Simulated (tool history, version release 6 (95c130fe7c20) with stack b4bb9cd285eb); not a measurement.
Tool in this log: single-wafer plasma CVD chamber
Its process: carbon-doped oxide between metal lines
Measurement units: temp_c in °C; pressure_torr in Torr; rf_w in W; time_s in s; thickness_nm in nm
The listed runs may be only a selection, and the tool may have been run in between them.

Run 1, day 0.000: temp_c 325 °C, pressure_torr 6.25 Torr, rf_w 475 W, time_s 25.2 s. Result: thickness_nm 131.27 nm.
Run 2, day 0.362: temp_c 332 °C, pressure_torr 6.25 Torr, rf_w 475 W, time_s 25.2 s. Result: thickness_nm 126.89 nm.
Run 3, day 0.658: temp_c 336 °C, pressure_torr 6.25 Torr, rf_w 475 W, time_s 25.2 s. Result: thickness_nm 125.62 nm.
Run 4, day 0.842: temp_c 336 °C, pressure_torr 5.67 Torr, rf_w 475 W, time_s 25.2 s. Result: thickness_nm 124.93 nm.
Run 5, day 1.021: temp_c 337 °C, pressure_torr 5.63 Torr, rf_w 475 W, time_s 25.2 s. Result: thickness_nm 124.13 nm.
Run 6, day 1.100: temp_c 337 °C, pressure_torr 5.63 Torr, rf_w 420 W, time_s 25.2 s. Result: thickness_nm 111.89 nm.
Run 7, day 1.442: temp_c 335 °C, pressure_torr 5.70 Torr, rf_w 420 W, time_s 25.2 s. Result: thickness_nm 113.13 nm.
Run 8, day 1.771: temp_c 333 °C, pressure_torr 5.76 Torr, rf_w 420 W, time_s 25.2 s. Result: thickness_nm 114.13 nm.
Run 9, day 2.133: temp_c 332 °C, pressure_torr 5.81 Torr, rf_w 420 W, time_s 25.2 s. Result: thickness_nm 114.62 nm.

The next listed run, before its measurement:
Run 10, day 2.246: temp_c 331 °C, pressure_torr 5.85 Torr, rf_w 420 W, time_s 25.2 s. Result: thickness_nm ?.

{"run 10": {"thickness_nm": 114.91}}
